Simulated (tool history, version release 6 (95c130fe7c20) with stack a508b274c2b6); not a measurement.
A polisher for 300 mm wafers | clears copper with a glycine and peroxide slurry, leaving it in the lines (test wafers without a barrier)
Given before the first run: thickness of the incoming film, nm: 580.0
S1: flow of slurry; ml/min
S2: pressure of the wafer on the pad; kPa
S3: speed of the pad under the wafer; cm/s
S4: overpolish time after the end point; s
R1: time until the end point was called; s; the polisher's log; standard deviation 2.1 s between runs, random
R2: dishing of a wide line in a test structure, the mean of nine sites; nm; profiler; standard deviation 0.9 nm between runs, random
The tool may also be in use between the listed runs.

{"run": 1, "hour": 0.0, "S1": 240, "S2": 19.3, "S3": 94, "S4": 21, "R1": 109.7, "R2": 73.488}
{"run": 2, "hour": 4.2, "S1": 240, "S2": 17.9, "S3": 92, "S4": 23, "R1": 116.32, "R2": 73.482}
{"run": 3, "hour": 9.2, "S1": 240, "S2": 20.7, "S3": 92, "S4": 23, "R1": 104.84, "R2": 80.38}
{"run": 4, "hour": 11.4, "S1": 240, "S2": 18.6, "S3": 90, "S4": 25, "R1": 116.72, "R2": 79.736}
{"run": 5, "hour": 13.6, "S1": 240, "S2": 18.6, "S3": 72, "S4": 25, "R1": 135.37, "R2": 73.387}
{"run": 6, "hour": 21.7, "S1": 240, "S2": 17.9, "S3": 70, "S4": 26, "R1": 144.2, "R2": 72.445}
{"run": 7, "hour": 28.8, "S1": 240, "S2": 17.2, "S3": 70, "S4": 27, "R1": 144.21, "R2": 70.876}
{"run": 8, "hour": 34.1, "S1": 240, "S2": 17.2, "S3": 68, "S4": 28, "R1": 148.07, "R2": 72.093}
{"run": 9, "hour": 34.7, "S1": 240, "S2": 17.2, "S3": 68, "S4": 28, "R1": 151.73, "R2": 74.125}
{"run": 10, "hour": 38.4, "S1": 240, "S2": 17.2, "S3": 68, "S4": 29, "R1": 148.46, "R2": 74.811}
{"run": 11, "hour": 42.8, "S1": 240, "S2": 17.2, "S3": 68, "S4": 30, "R1": 153.68, "R2": 76.308}

Run 12 has not been measured yet. What should we expect?
{"run": 12, "hour": 44.2, "S1": 240, "S2": 17.2, "S3": 68, "S4": 31, "R1": "?", "R2": "?"}

R1: 146.44 s
R2: 77.398 nm
